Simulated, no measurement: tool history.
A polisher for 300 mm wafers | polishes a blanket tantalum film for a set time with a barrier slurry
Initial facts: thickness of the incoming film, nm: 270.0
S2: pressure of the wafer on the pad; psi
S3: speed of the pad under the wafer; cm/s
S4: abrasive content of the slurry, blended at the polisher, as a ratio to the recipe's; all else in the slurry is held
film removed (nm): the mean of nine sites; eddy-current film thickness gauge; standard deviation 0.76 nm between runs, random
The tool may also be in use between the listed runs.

run 1 hour=0.0 | flow_of_slurry_(ml/min)=275 S2=2.5 S3=82 S4=1.0 polishing_time_(s)=41 | film_removed_(nm)=68.614
run 2 hour=3.0 | flow_of_slurry_(ml/min)=275 S2=2.5 S3=82 S4=1.0 polishing_time_(s)=41 | film_removed_(nm)=69.923
run 3 hour=6.2 | flow_of_slurry_(ml/min)=275 S2=2.1 S3=82 S4=1.0 polishing_time_(s)=41 | film_removed_(nm)=58.449
run 4 hour=13.1 | flow_of_slurry_(ml/min)=275 S2=2.4 S3=82 S4=1.0 polishing_time_(s)=41 | film_removed_(nm)=66.150
run 5 hour=19.9 | flow_of_slurry_(ml/min)=340 S2=2.4 S3=82 S4=1.0 polishing_time_(s)=41 | film_removed_(nm)=67.963
run 6 hour=28.9 | flow_of_slurry_(ml/min)=385 S2=2.4 S3=82 S4=1.0 polishing_time_(s)=41 | film_removed_(nm)=69.007
run 7 hour=37.4 | flow_of_slurry_(ml/min)=385 S2=2.7 S3=82 S4=1.0 polishing_time_(s)=41 | film_removed_(nm)=76.499
run 8 hour=42.9 | flow_of_slurry_(ml/min)=385 S2=2.9 S3=82 S4=1.0 polishing_time_(s)=41 | film_removed_(nm)=80.465
run 9 hour=49.7 | flow_of_slurry_(ml/min)=385 S2=2.9 S3=82 S4=1.0 polishing_time_(s)=41 | film_removed_(nm)=81.986

Estimate the outcome of run 10 from the log above:
run 10 hour=56.2 | flow_of_slurry_(ml/min)=390 S2=3.6 S3=82 S4=1.0 polishing_time_(s)=41 | film_removed_(nm)=?

{"run 10": {"film removed (nm)": 102.01}}
